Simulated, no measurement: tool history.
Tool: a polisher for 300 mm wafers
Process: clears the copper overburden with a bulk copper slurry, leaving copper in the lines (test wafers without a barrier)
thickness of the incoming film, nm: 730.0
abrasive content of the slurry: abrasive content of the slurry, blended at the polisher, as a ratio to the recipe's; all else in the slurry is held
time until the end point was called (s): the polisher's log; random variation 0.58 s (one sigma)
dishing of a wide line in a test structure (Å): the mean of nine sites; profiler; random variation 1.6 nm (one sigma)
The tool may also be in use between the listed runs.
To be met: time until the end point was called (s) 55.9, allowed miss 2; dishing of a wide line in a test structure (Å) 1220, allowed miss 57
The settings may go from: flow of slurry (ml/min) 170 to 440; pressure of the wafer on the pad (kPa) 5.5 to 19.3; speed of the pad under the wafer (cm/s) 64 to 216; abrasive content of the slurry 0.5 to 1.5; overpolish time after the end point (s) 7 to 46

run  hour  flow of slurry (ml/min)  pressure of the wafer on the pad (kPa)  speed of the pad under the wafer (cm/s)  abrasive content of the slurry  overpolish time after the end point (s)  time until the end point was called (s)  dishing of a wide line in a test structure (Å)
  1     0                      280                                    12.4                                      140                               1                                       24                                   98.104                                          927.07
  2   3.1                      280                                    14.5                                      142                               1                                       22                                   85.364                                          970.59
  3  11.1                      240                                    14.5                                      142                               1                                       22                                    86.11                                          988.52
  4  13.1                      240                                    14.5                                      114                               1                                       22                                   102.56                                          912.97
  5  17.1                      240                                    14.5                                      114                               1                                       16                                   101.76                                          747.86
  6  23.5                      240                                    15.9                                      128                               1                                       17                                   88.403                                          848.78
  7  24.2                      240                                    17.2                                      142                               1                                       18                                   75.636                                          964.93
  8  27.9                      240                                    17.9                                      152                               1                                       19                                   72.105                                          1044.3
  9  29.3                      245                                    18.6                                      164                               1                                       19                                   63.982                                          1103.1
 10  36.8                      250                                    18.6                                      170                               1                                       19                                   61.298                                          1112.3
 11  38.7                      255                                    18.6                                      174                               1                                       20                                   62.171                                          1149.4
 12  44.2                      255                                    18.6                                      180                               1                                       20                                   60.352                                          1184.9
 13  49.7                      255                                    18.6                                      182                               1                                       20                                   58.939                                          1144.7
 14  52.2                      255                                    18.6                                      184                               1                                       20                                   58.466                                          1193.8

Which of these 4 next moves meets every target?
  A  54.7                      285                                    19.3                                      176                             0.8                                       22                                        ?                                               ?
  B  54.7                      205                                    19.3                                      192                               1                                       20                                        ?                                               ?
  C  54.7                      230                                    19.3                                      166                            1.05                                       22                                        ?                                               ?
  D  54.7                      215                                    19.3                                      172                               1                                       23                                        ?                                               ?

move  time until the end point was called (s)  dishing of a wide line in a test structure (Å)
   A                                   61.369                                          1203.4
   B                                   56.427                                            1198
   C                                    61.29                                            1204
   D                                   60.986                                            1227
A: further off than the last run
B: meets every target
C: further off than the last run
D: further off than the last run
Move B is the one to make.
